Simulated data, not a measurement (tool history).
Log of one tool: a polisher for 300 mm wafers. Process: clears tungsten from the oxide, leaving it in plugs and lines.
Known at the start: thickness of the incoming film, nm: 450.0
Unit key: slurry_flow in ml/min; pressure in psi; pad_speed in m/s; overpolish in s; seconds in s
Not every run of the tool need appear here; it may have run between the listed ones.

run 1 day=0 | slurry_flow=185 pressure=3.5 pad_speed=0.9 slurry_solids=1 overpolish=4 | seconds=112.4
run 2 day=0.35 | slurry_flow=185 pressure=3.5 pad_speed=0.9 slurry_solids=1 overpolish=4 | seconds=114.1
run 3 day=0.438 | slurry_flow=180 pressure=3.1 pad_speed=0.9 slurry_solids=1 overpolish=4 | seconds=126.32
run 4 day=0.529 | slurry_flow=180 pressure=3.1 pad_speed=0.98 slurry_solids=1 overpolish=4 | seconds=118.36
run 5 day=0.879 | slurry_flow=200 pressure=3.1 pad_speed=0.98 slurry_solids=1 overpolish=4 | seconds=117.54
run 6 day=1.062 | slurry_flow=200 pressure=2.7 pad_speed=0.98 slurry_solids=1 overpolish=4 | seconds=133.03
run 7 day=1.146 | slurry_flow=200 pressure=2.5 pad_speed=0.98 slurry_solids=1 overpolish=4 | seconds=143.44
run 8 day=1.346 | slurry_flow=200 pressure=2.4 pad_speed=0.98 slurry_solids=1 overpolish=4 | seconds=150.81

Run 9 has not been measured yet. What should we expect?
run 9 day=1.646 | slurry_flow=200 pressure=2.3 pad_speed=0.98 slurry_solids=1 overpolish=4 | seconds=?

seconds: 152.81 s
